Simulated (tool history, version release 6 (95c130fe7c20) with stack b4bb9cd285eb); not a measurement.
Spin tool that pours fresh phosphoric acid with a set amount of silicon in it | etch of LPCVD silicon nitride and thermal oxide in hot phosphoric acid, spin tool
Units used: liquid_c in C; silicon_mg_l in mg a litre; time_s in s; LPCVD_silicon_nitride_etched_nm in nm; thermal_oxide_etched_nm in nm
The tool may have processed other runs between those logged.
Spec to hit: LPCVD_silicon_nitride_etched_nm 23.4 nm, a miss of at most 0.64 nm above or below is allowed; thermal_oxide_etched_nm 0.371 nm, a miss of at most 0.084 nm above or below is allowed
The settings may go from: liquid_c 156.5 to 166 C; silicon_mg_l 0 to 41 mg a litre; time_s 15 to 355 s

run,hour,liquid_c,silicon_mg_l,time_s,LPCVD_silicon_nitride_etched_nm,thermal_oxide_etched_nm
1,0,161,18,180,15.937,0.37401
2,4.2,161,18,245,21.954,0.4317
3,6.3,161,27,245,21.824,0.39086
4,7.1,161,27,315,28.127,0.52271
5,13.3,160.5,27.5,310,26.883,0.43734
6,21.9,160,26,305,26.175,0.51022
7,30.4,159.5,29.5,305,26.015,0.37608
8,39.4,159,27.5,300,25.14,0.35217
9,41.3,159,26,295,24.762,0.40958
10,42.8,159,26,295,24.402,0.42672
11,50.4,159,26.5,295,24.404,0.40073

4 next moves are on the table. One of them brings every result within its allowed miss. Which?
A,58,157,26.5,300,?,?
B,58,161,21.5,285,?,?
C,58,160,23,285,?,?
D,58,159.5,23.5,315,?,?

move,LPCVD_silicon_nitride_etched_nm,thermal_oxide_etched_nm
A,23.112,0.36491
B,25.129,0.54882
C,24.301,0.48689
D,26.412,0.51044
A: meets every target
B: its largest miss is bigger than the last run's
C: nearer than the last run, and not there yet
D: its largest miss is bigger than the last run's
A is the move that brings every result within its allowed miss.
